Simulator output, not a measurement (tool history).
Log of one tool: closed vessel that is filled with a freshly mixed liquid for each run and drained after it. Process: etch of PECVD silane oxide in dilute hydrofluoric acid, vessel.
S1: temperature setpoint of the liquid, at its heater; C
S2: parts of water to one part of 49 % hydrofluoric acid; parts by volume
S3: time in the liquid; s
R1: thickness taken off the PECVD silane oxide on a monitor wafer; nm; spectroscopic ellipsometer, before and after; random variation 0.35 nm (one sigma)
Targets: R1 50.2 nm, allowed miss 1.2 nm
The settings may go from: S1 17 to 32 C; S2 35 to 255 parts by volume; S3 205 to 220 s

{"run": 1, "hour": 0.0, "S1": 24, "S2": 145, "S3": 205, "R1": 32.2}
{"run": 2, "hour": 4.0, "S1": 24, "S2": 145, "S3": 220, "R1": 35.083}
{"run": 3, "hour": 4.9, "S1": 26.5, "S2": 140, "S3": 220, "R1": 39.637}
{"run": 4, "hour": 9.5, "S1": 26.5, "S2": 140, "S3": 220, "R1": 39.632}
{"run": 5, "hour": 14.9, "S1": 26.5, "S2": 140, "S3": 205, "R1": 37.059}
{"run": 6, "hour": 22.0, "S1": 28, "S2": 135, "S3": 205, "R1": 41.331}
{"run": 7, "hour": 27.2, "S1": 29.5, "S2": 135, "S3": 205, "R1": 42.86}
{"run": 8, "hour": 29.6, "S1": 30.5, "S2": 130, "S3": 205, "R1": 47.091}
{"run": 9, "hour": 33.6, "S1": 31, "S2": 130, "S3": 205, "R1": 47.212}
{"run": 10, "hour": 41.2, "S1": 31, "S2": 130, "S3": 205, "R1": 47.641}

Which of these 4 next moves meets every target?
{"run": "A", "hour": 48.8, "S1": 30, "S2": 120, "S3": 205, "R1": "?"}
{"run": "B", "hour": 48.8, "S1": 30.5, "S2": 140, "S3": 215, "R1": "?"}
{"run": "C", "hour": 48.8, "S1": 32, "S2": 145, "S3": 210, "R1": "?"}
{"run": "D", "hour": 48.8, "S1": 28, "S2": 130, "S3": 210, "R1": "?"}

move=A R1=50.458
move=B R1=44.957
move=C R1=44.427
move=D R1=43.719
A: meets every target
B: further off than the last run
C: further off than the last run
D: further off than the last run
Answer: A

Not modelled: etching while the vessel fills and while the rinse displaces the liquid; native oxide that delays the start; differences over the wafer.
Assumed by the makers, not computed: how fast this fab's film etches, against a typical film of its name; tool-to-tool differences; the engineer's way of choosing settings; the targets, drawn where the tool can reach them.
